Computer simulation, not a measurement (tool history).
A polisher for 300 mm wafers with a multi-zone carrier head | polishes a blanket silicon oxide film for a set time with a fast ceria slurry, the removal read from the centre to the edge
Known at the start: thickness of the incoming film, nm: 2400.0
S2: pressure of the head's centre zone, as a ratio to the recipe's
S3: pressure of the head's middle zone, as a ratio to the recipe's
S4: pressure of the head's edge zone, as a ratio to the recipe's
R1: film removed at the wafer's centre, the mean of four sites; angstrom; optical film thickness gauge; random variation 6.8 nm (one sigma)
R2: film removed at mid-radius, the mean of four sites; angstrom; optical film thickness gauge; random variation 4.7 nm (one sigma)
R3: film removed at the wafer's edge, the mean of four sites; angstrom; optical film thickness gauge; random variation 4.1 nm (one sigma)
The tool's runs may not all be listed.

Run 1, hour 0: flow of slurry (ml/min) 250, S2 1, S3 1, S4 1, polishing time (s) 60. Result: R1 8566.4 angstrom, R2 8510.4 angstrom, R3 8474.2 angstrom.
Run 2, hour 3.9: flow of slurry (ml/min) 250, S2 1.03, S3 0.98, S4 0.95, polishing time (s) 51. Result: R1 7869.4 angstrom, R2 7072.3 angstrom, R3 6992.7 angstrom.
Run 3, hour 12.6: flow of slurry (ml/min) 245, S2 1.02, S3 0.96, S4 0.91, polishing time (s) 46. Result: R1 6818.8 angstrom, R2 6287.6 angstrom, R3 6097.2 angstrom.
Run 4, hour 21.5: flow of slurry (ml/min) 245, S2 1.02, S3 0.96, S4 0.91, polishing time (s) 55. Result: R1 8236.3 angstrom, R2 7535.4 angstrom, R3 7323.4 angstrom.
Run 5, hour 26.8: flow of slurry (ml/min) 245, S2 1.02, S3 0.96, S4 0.88, polishing time (s) 55. Result: R1 8145.6 angstrom, R2 7573.6 angstrom, R3 7331.5 angstrom.
Run 6, hour 31.7: flow of slurry (ml/min) 245, S2 1.02, S3 0.96, S4 0.81, polishing time (s) 55. Result: R1 8011 angstrom, R2 7504.6 angstrom, R3 6952.3 angstrom.
Run 7, hour 37.4: flow of slurry (ml/min) 240, S2 1.03, S3 0.93, S4 0.81, polishing time (s) 49. Result: R1 7394.4 angstrom, R2 6642 angstrom, R3 6228.5 angstrom.
Run 8, hour 41.2: flow of slurry (ml/min) 235, S2 1.03, S3 0.9, S4 0.81, polishing time (s) 45. Result: R1 6622.8 angstrom, R2 5964.6 angstrom, R3 5756.3 angstrom.

The next listed run, before its measurement:
Run 9, hour 42.8: flow of slurry (ml/min) 230, S2 1.05, S3 0.89, S4 0.81, polishing time (s) 42. Result: R1 ?, R2 ?, R3 ?.

{"run 9": {"R1": 6228.1, "R2": 5466.6, "R3": 5259}}

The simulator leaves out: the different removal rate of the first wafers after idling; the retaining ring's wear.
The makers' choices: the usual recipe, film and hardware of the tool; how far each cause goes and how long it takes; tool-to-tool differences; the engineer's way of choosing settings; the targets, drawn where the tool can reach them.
